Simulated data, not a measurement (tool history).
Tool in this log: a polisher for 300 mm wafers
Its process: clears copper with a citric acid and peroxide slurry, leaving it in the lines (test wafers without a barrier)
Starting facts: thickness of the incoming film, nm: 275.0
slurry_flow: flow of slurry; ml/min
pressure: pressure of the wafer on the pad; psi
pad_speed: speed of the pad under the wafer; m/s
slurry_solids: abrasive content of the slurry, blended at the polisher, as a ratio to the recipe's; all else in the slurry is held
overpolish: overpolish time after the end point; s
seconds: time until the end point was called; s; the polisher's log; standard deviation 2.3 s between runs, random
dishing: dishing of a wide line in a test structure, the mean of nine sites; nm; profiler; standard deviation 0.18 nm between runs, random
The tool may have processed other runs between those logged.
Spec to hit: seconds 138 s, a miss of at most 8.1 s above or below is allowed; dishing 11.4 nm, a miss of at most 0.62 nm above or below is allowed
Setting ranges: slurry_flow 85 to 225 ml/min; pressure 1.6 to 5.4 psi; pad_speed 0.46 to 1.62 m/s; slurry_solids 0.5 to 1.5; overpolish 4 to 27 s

run	hour	slurry_flow	pressure	pad_speed	slurry_solids	overpolish	seconds	dishing
1	0	145	3.5	1.04	1	14	104.98	28.033
2	5.4	145	3.5	1.04	1	9	105.36	19.552
3	7.7	150	3.2	1.04	1	8	109.56	16.141
4	9.6	145	2.9	1.04	1	8	125.81	14.988
5	10.2	145	2.8	1.04	1	7	128.86	12.169
6	15.9	140	2.8	1.04	1	7	130.38	12.291
7	21.7	135	2.8	1.04	1	7	131.18	12.339
8	24.8	130	2.8	1.04	1	7	131.59	12.22

Consider the 4 candidate settings below. Which is the only one whose results all fall within their allowed miss of target?
A	27.9	135	2.8	0.98	0.95	8	?	?
B	27.9	105	2.7	1.1	0.85	7	?	?
C	27.9	155	2.2	1.28	0.9	8	?	?
D	27.9	120	3.2	0.88	1.1	8	?	?

move	seconds	dishing
A	141.72	12.932
B	142.41	11.324
C	134.61	13.52
D	138.66	13.231
A: its largest miss is bigger than the last run's
B: in spec on every target
C: its largest miss is bigger than the last run's
D: its largest miss is bigger than the last run's
Go with B: it meets all targets.
